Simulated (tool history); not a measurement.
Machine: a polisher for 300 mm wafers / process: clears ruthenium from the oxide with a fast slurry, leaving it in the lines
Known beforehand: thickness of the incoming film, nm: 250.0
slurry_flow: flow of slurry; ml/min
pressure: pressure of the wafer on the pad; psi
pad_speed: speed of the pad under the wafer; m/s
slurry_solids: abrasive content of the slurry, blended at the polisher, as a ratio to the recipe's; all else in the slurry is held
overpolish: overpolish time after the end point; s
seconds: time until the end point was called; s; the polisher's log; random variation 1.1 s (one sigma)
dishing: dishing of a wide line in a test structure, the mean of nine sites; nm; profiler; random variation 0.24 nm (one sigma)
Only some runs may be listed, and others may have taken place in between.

{"run": 1, "hour": 0.0, "slurry_flow": 155, "pressure": 2.1, "pad_speed": 0.96, "slurry_solids": 1, "overpolish": 10, "seconds": 73.642, "dishing": 26.153}
{"run": 2, "hour": 2.1, "slurry_flow": 155, "pressure": 2.1, "pad_speed": 0.96, "slurry_solids": 1, "overpolish": 8, "seconds": 74.162, "dishing": 21.565}
{"run": 3, "hour": 9.4, "slurry_flow": 155, "pressure": 1.6, "pad_speed": 0.96, "slurry_solids": 1, "overpolish": 8, "seconds": 94.651, "dishing": 16.974}
{"run": 4, "hour": 14.0, "slurry_flow": 155, "pressure": 1.8, "pad_speed": 0.96, "slurry_solids": 1, "overpolish": 8, "seconds": 85.682, "dishing": 18.723}
{"run": 5, "hour": 14.6, "slurry_flow": 155, "pressure": 1.8, "pad_speed": 0.96, "slurry_solids": 1, "overpolish": 5, "seconds": 85.795, "dishing": 11.979}
{"run": 6, "hour": 21.9, "slurry_flow": 155, "pressure": 1.8, "pad_speed": 0.96, "slurry_solids": 1.15, "overpolish": 5, "seconds": 82.05, "dishing": 12.541}

Estimate the outcome of run 7 from the log above:
{"run": 7, "hour": 26.2, "slurry_flow": 150, "pressure": 1.8, "pad_speed": 0.96, "slurry_solids": 1.1, "overpolish": 5, "seconds": "?", "dishing": "?"}

seconds: 83.815 s
dishing: 12.266 nm
